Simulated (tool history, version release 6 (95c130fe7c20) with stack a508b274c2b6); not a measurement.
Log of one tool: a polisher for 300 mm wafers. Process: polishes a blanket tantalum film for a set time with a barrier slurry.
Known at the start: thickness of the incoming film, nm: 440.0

run,hour,flow of slurry (ml/min),pressure of the wafer on the pad (kPa),speed of the pad under the wafer (cm/s),abrasive content of the slurry,polishing time (s),film removed (Å)
1,0,305,15.2,96,1,54,1041.7
2,6.2,305,13.8,96,1,54,971.82
3,7.4,305,12.4,96,1,54,877.65
4,13.1,305,11.7,96,1,54,811.61
5,15.4,305,15.2,96,1,54,1076
6,21.7,305,13.8,96,1,54,962.26
7,23.5,305,12.4,96,1,54,871.48
8,29.4,305,11.7,96,1,54,815.78

Estimate the outcome of run 9 from the log above:
9,32.5,305,11,96,1,54,?

Run 9 produced film removed (Å) 771.71.

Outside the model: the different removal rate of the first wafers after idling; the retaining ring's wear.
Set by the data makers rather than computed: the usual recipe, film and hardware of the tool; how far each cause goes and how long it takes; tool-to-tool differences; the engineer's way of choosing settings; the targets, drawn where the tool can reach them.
